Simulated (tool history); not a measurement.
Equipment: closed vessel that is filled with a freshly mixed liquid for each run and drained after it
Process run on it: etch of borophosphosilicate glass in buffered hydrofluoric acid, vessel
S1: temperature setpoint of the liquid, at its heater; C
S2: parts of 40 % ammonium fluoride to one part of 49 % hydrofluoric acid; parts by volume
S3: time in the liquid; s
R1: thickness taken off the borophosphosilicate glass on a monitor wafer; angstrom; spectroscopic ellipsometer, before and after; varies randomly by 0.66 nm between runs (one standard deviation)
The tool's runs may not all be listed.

Run 1, hour 0.0: S1 21.0 C, S2 10.5 parts by volume, S3 95 s. Result: R1 924.44 angstrom.
Run 2, hour 6.7: S1 18.5 C, S2 10.5 parts by volume, S3 95 s. Result: R1 808.60 angstrom.
Run 3, hour 11.3: S1 18.0 C, S2 10.5 parts by volume, S3 95 s. Result: R1 781.38 angstrom.
Run 4, hour 12.4: S1 18.0 C, S2 10.5 parts by volume, S3 100 s. Result: R1 818.96 angstrom.
Run 5, hour 13.0: S1 18.0 C, S2 9.0 parts by volume, S3 100 s. Result: R1 920.79 angstrom.
Run 6, hour 17.8: S1 18.0 C, S2 9.0 parts by volume, S3 100 s. Result: R1 925.45 angstrom.
Run 7, hour 18.4: S1 17.5 C, S2 9.5 parts by volume, S3 100 s. Result: R1 879.08 angstrom.

What does the tool deliver on the next run?
Run 8, hour 25.5: S1 17.5 C, S2 10.0 parts by volume, S3 100 s. Result: R1 ?.

{"run 8": {"R1": 834.1}}

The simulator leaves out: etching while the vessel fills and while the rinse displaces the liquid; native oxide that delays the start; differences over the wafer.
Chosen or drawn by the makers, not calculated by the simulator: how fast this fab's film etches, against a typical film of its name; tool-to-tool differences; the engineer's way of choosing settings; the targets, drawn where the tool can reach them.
